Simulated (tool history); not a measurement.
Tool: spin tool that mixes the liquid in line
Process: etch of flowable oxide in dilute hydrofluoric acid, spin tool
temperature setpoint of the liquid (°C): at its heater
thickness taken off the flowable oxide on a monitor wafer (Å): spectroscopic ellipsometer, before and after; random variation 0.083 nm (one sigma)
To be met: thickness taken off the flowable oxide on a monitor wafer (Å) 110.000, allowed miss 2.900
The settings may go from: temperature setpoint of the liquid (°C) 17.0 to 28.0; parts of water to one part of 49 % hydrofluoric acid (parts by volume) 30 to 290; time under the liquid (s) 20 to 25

| run | hour | temperature setpoint of the liquid (°C) | parts of water to one part of 49 % hydrofluoric acid (parts by volume) | time under the liquid (s) | thickness taken off the flowable oxide on a monitor wafer (Å) |
|---|---|---|---|---|---|
| 1 | 0.0 | 20.0 | 160 | 25 | 85.888 |
| 2 | 5.3 | 22.5 | 160 | 25 | 94.637 |
| 3 | 9.0 | 23.0 | 160 | 25 | 95.794 |
| 4 | 16.7 | 19.5 | 160 | 25 | 84.211 |
| 5 | 19.6 | 21.0 | 160 | 25 | 88.632 |
| 6 | 22.6 | 22.0 | 160 | 25 | 91.992 |
| 7 | 26.3 | 22.5 | 160 | 25 | 95.488 |
|  | 33.2 | thermometer replaced |
| 8 | 33.2 | 23.0 | 160 | 25 | 101.380 |

5 next moves are on the table. One of them brings every result within its allowed miss. Which?
| A | 40.1 | 23.0 | 140 | 20 | ? |
| B | 40.1 | 27.0 | 170 | 25 | ? |
| C | 40.1 | 24.0 | 165 | 25 | ? |
| D | 40.1 | 20.5 | 165 | 25 | ? |
| E | 40.1 | 23.5 | 145 | 20 | ? |

| move | thickness taken off the flowable oxide on a monitor wafer (Å) |
|---|---|
| A | 97.061 |
| B | 112.200 |
| C | 104.000 |
| D | 90.878 |
| E | 95.006 |
A: further off than the last run
B: meets every target
C: nearer than the last run, and not there yet
D: further off than the last run
E: further off than the last run
Move B is the one to make.
